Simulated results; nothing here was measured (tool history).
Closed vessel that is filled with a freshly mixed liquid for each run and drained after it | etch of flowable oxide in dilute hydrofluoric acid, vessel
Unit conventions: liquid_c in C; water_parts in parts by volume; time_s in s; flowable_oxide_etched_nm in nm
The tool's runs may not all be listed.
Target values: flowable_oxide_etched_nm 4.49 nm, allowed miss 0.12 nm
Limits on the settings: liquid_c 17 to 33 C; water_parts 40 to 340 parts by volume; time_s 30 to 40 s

run 1 hour=0 | liquid_c=25 water_parts=190 time_s=40 | flowable_oxide_etched_nm=5.3519
run 2 hour=8.7 | liquid_c=25 water_parts=190 time_s=30 | flowable_oxide_etched_nm=4.0049
run 3 hour=16 | liquid_c=23.5 water_parts=190 time_s=30 | flowable_oxide_etched_nm=3.7544
run 4 hour=20 | liquid_c=24 water_parts=190 time_s=30 | flowable_oxide_etched_nm=3.8197
run 5 hour=29 | liquid_c=24.5 water_parts=190 time_s=30 | flowable_oxide_etched_nm=3.9153
run 6 hour=31.7 | liquid_c=24.5 water_parts=250 time_s=30 | flowable_oxide_etched_nm=2.786
run 7 hour=39.6 | liquid_c=26.5 water_parts=250 time_s=30 | flowable_oxide_etched_nm=3.0284
run 8 hour=42.6 | liquid_c=28 water_parts=245 time_s=30 | flowable_oxide_etched_nm=3.2501
run 9 hour=48.4 | liquid_c=29 water_parts=240 time_s=30 | flowable_oxide_etched_nm=3.424
run 10 hour=51 | liquid_c=30 water_parts=235 time_s=30 | flowable_oxide_etched_nm=3.6559
run 11 hour=52.9 | liquid_c=30.5 water_parts=230 time_s=30 | flowable_oxide_etched_nm=3.7968
run 12 hour=56.6 | liquid_c=31 water_parts=225 time_s=30 | flowable_oxide_etched_nm=3.982
run 13 hour=63.5 | liquid_c=31 water_parts=225 time_s=30 | flowable_oxide_etched_nm=4.0241

Which of these 4 next moves meets every target?
run A hour=70.4 | liquid_c=32.5 water_parts=225 time_s=30 | flowable_oxide_etched_nm=?
run B hour=70.4 | liquid_c=31.5 water_parts=220 time_s=30 | flowable_oxide_etched_nm=?
run C hour=70.4 | liquid_c=30.5 water_parts=255 time_s=40 | flowable_oxide_etched_nm=?
run D hour=70.4 | liquid_c=30.5 water_parts=240 time_s=30 | flowable_oxide_etched_nm=?

move=A flowable_oxide_etched_nm=4.1866
move=B flowable_oxide_etched_nm=4.1678
move=C flowable_oxide_etched_nm=4.4471
move=D flowable_oxide_etched_nm=3.6067
A: nearer than the last run, and not there yet
B: nearer than the last run, and not there yet
C: all results in spec
D: its largest miss is bigger than the last run's
Go with C: it meets all targets.
